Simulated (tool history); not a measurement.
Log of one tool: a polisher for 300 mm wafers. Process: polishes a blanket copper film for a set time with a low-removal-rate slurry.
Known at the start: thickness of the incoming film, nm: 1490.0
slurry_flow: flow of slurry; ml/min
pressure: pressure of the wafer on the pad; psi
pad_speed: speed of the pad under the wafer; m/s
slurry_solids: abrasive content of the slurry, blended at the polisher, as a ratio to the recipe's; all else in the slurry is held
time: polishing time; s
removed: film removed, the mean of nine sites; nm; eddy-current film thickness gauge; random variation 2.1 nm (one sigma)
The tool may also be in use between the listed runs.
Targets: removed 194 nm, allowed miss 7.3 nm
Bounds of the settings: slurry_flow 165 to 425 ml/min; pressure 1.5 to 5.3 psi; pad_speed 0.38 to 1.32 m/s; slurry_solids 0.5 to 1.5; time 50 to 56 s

run,hour,slurry_flow,pressure,pad_speed,slurry_solids,time,removed
1,0,275,3.4,0.84,1,56,158.48
2,8.5,275,3.5,0.84,1,56,166.57
3,14,275,3.6,0.84,1,56,172.37
4,16.8,275,3.6,0.84,1,56,165.97
5,21.1,275,2.9,0.84,1,56,136.34
6,27.1,275,2.1,0.84,1,56,98.36
7,28.7,275,2.4,0.84,1,56,113.4
8,31.4,275,2.7,0.84,1,56,129.2
9,39.4,275,2.9,0.84,1,56,136.94
10,40.6,275,3.1,0.84,1,56,143
11,42.2,275,3.3,0.84,1,56,156.52
12,44.5,275,3.4,0.84,1,56,157.18

5 next moves are on the table. One of them brings every result within its allowed miss. Which?
A,46.8,275,3.5,1.18,1.15,56,?
B,46.8,265,3.3,0.78,0.75,53,?
C,46.8,305,3.4,1,1.05,56,?
D,46.8,290,3.9,0.98,1.1,56,?
E,46.8,350,4.1,0.76,0.95,56,?

move,removed
A,233.33
B,130.64
C,192.45
D,216.36
E,176.97
A: takes the result that was furthest off past its target
B: further off than the last run
C: meets every target
D: takes the result that was furthest off past its target
E: nearer than the last run, and not there yet
Move C is the one to make.

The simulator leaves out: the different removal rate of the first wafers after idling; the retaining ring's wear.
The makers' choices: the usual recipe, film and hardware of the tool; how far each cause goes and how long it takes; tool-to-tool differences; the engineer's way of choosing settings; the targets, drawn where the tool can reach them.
